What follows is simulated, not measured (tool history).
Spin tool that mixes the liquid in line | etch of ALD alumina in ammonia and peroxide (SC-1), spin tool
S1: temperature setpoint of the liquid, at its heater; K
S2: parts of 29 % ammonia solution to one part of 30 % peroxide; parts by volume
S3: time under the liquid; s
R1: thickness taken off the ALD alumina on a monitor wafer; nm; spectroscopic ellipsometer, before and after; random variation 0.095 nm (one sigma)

run 1 hour=0 | S1=331.15 S2=0.8 S3=280 | R1=25.668
run 2 hour=6.2 | S1=328.65 S2=0.8 S3=280 | R1=22.953
run 3 hour=12.1 | S1=326.65 S2=0.8 S3=280 | R1=20.482
run 4 hour=13.7 | S1=326.65 S2=0.8 S3=280 | R1=20.644
run 5 hour=15.5 | S1=325.65 S2=0.8 S3=280 | R1=19.438
run 6 hour=20.6 | S1=325.65 S2=0.95 S3=280 | R1=19.776
run 7 hour=24.3 | S1=325.65 S2=0.95 S3=280 | R1=19.968
run 8 hour=33.3 | S1=324.65 S2=0.95 S3=280 | R1=18.874
run 9 hour=41.7 | S1=324.15 S2=0.95 S3=280 | R1=18.245

The next listed run, before its measurement:
run 10 hour=48.7 | S1=322.15 S2=0.95 S3=280 | R1=?

Run 10 gave R1 16.229 nm.
